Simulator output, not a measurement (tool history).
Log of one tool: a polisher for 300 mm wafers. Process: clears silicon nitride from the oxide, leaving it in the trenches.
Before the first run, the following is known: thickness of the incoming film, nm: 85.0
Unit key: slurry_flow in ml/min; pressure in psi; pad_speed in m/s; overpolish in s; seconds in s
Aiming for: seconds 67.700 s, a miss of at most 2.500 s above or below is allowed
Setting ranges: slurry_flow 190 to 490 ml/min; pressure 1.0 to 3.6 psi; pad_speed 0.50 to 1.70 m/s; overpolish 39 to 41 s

run,hour,slurry_flow,pressure,pad_speed,overpolish,seconds
1,0.0,315,2.3,1.10,39,103.890
2,2.0,315,2.7,1.10,39,91.158
3,5.9,315,2.9,1.10,39,83.854
4,13.7,315,2.9,1.10,41,82.309
5,22.5,315,3.0,1.10,41,81.410
6,23.2,315,3.1,1.10,41,77.456
7,25.8,315,3.2,1.10,41,74.926
8,33.9,315,3.4,1.10,41,72.219

Exactly one of the 5 candidate moves below puts every result within its allowed miss. Which one?
A,42.0,330,3.2,1.02,39,?
B,42.0,270,3.1,1.10,41,?
C,42.0,260,3.5,0.96,39,?
D,42.0,280,3.6,1.10,41,?
E,42.0,300,3.5,1.00,41,?

move,seconds
A,79.950
B,79.144
C,77.644
D,68.197
E,74.723
A: lands further from the targets than the last run did
B: lands further from the targets than the last run did
C: lands further from the targets than the last run did
D: each result inside its tolerance
E: lands further from the targets than the last run did
D is the move that brings every result within its allowed miss.
